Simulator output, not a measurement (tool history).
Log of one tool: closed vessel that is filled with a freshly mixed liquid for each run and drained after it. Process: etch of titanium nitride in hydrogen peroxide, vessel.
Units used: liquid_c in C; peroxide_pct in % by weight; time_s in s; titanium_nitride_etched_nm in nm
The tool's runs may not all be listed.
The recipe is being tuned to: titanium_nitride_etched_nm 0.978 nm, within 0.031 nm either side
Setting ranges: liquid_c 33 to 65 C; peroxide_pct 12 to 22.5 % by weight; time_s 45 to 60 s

{"run": 1, "hour": 0.0, "liquid_c": 49, "peroxide_pct": 15.5, "time_s": 60, "titanium_nitride_etched_nm": 1.9895}
{"run": 2, "hour": 9.0, "liquid_c": 49, "peroxide_pct": 15.5, "time_s": 60, "titanium_nitride_etched_nm": 2.0205}
{"run": 3, "hour": 12.6, "liquid_c": 49, "peroxide_pct": 15.5, "time_s": 60, "titanium_nitride_etched_nm": 2.0232}
{"run": 4, "hour": 19.5, "liquid_c": 49, "peroxide_pct": 15.5, "time_s": 45, "titanium_nitride_etched_nm": 1.5347}
{"run": 5, "hour": 27.1, "liquid_c": 49, "peroxide_pct": 15.5, "time_s": 60, "titanium_nitride_etched_nm": 2.0267}
{"run": 6, "hour": 35.8, "liquid_c": 46.5, "peroxide_pct": 15.5, "time_s": 60, "titanium_nitride_etched_nm": 1.6915}
{"run": 7, "hour": 39.1, "liquid_c": 44.5, "peroxide_pct": 15.5, "time_s": 60, "titanium_nitride_etched_nm": 1.4669}
{"run": 8, "hour": 43.5, "liquid_c": 43, "peroxide_pct": 15.5, "time_s": 60, "titanium_nitride_etched_nm": 1.2813}

Below are 5 possible settings for the next run. Only one of them brings all results inside the allowed miss of their targets. Which is it?
{"run": "A", "hour": 47.9, "liquid_c": 42, "peroxide_pct": 17, "time_s": 45, "titanium_nitride_etched_nm": "?"}
{"run": "B", "hour": 47.9, "liquid_c": 40, "peroxide_pct": 16, "time_s": 50, "titanium_nitride_etched_nm": "?"}
{"run": "C", "hour": 47.9, "liquid_c": 41.5, "peroxide_pct": 15, "time_s": 55, "titanium_nitride_etched_nm": "?"}
{"run": "D", "hour": 47.9, "liquid_c": 42, "peroxide_pct": 13, "time_s": 60, "titanium_nitride_etched_nm": "?"}
{"run": "E", "hour": 47.9, "liquid_c": 43, "peroxide_pct": 16.5, "time_s": 45, "titanium_nitride_etched_nm": "?"}

move=A titanium_nitride_etched_nm=0.92048
move=B titanium_nitride_etched_nm=0.86659
move=C titanium_nitride_etched_nm=1.0548
move=D titanium_nitride_etched_nm=1.1599
move=E titanium_nitride_etched_nm=0.98661
A: takes the biggest miss from the last run beyond its target
B: takes the biggest miss from the last run beyond its target
C: gains on the last run, yet a result remains outside its allowed miss
D: gains on the last run, yet a result remains outside its allowed miss
E: hits every target within its allowed miss
The right move is E.
